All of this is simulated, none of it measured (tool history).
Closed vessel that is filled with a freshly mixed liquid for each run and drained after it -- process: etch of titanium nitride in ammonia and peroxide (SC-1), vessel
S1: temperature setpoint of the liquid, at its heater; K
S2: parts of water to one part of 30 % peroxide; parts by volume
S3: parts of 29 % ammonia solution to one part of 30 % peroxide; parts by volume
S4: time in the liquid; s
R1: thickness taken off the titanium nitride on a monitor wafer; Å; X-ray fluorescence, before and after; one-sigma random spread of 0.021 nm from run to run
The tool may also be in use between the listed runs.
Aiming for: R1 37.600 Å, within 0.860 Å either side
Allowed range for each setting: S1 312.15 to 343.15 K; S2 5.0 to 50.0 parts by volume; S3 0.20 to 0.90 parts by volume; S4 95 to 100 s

run  hour      S1    S2    S3  S4      R1
  1   0.0  328.15  27.5  0.50  95  62.032
  2   6.7  326.15  27.5  0.50  95  55.029
  3  12.4  326.15  27.5  0.35  95  51.005
  4  19.2  329.15  27.5  0.35  95  62.672
  5  26.3  327.15  27.5  0.35  95  54.239
  6  29.2  327.15  27.5  0.50  95  58.102
  7  31.5  325.65  27.5  0.50  95  52.433
  8  40.0  325.65  27.5  0.50  95  52.754
  9  48.2  324.15  27.5  0.50  95  47.318
 10  52.5  323.15  27.5  0.50  95  44.115
 11  60.3  322.65  27.5  0.50  95  42.692
 12  61.9  322.65  27.5  0.50  95  43.089
 13  66.7  322.15  27.5  0.50  95  41.647
 14  71.5  321.65  27.5  0.50  95  39.860
 15  72.9  321.15  27.5  0.50  95  38.565

Of the 4 settings listed for the next run, only one would bring every result within its allowed miss of target. Which one?
  A  74.3  320.65  28.5  0.45  100   ?
  B  74.3  320.65  24.5  0.45  100   ?
  C  74.3  324.65  39.5  0.40  100   ?
  D  74.3  320.15  24.0  0.55   95   ?

move      R1
   A  37.245
   B  40.591
   C  39.909
   D  39.106
A: every result lands within tolerance
B: further off than the last run
C: further off than the last run
D: further off than the last run
A is the move that brings every result within its allowed miss.
